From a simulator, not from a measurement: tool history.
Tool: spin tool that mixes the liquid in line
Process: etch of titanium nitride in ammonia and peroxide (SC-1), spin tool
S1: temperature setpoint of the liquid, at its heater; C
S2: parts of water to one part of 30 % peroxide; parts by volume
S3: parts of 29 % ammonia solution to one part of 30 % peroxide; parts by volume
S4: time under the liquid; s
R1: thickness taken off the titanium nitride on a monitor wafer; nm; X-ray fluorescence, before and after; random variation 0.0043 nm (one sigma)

run	hour	S1	S2	S3	S4	R1
1	0	49	17	0.45	35	1.6266
2	6.7	49	22	0.45	35	1.4184
3	9.3	49	22	0.55	35	1.4669
4	17.9	49	22	0.45	35	1.4134
5	21	47.5	23	0.45	35	1.2512
6	25.2	46	24	0.45	35	1.084
7	33.4	45	24.5	0.45	35	0.98843
8	41.9	44	25	0.45	35	0.92898
# hour 44.6: new drum of ammonia solution connected
9	44.6	43	25.5	0.45	35	0.85013
10	50.2	42.5	26	0.45	35	0.81882
11	58.1	42.5	26	0.45	35	0.83019
12	66	42	26.5	0.45	35	0.78421
13	69.1	41.5	27	0.45	35	0.74883

Run 14, settings as shown, results not yet in. Your forecast:
14	74.5	41.5	27	0.45	35	?

{"run 14": {"R1": 0.75291}}

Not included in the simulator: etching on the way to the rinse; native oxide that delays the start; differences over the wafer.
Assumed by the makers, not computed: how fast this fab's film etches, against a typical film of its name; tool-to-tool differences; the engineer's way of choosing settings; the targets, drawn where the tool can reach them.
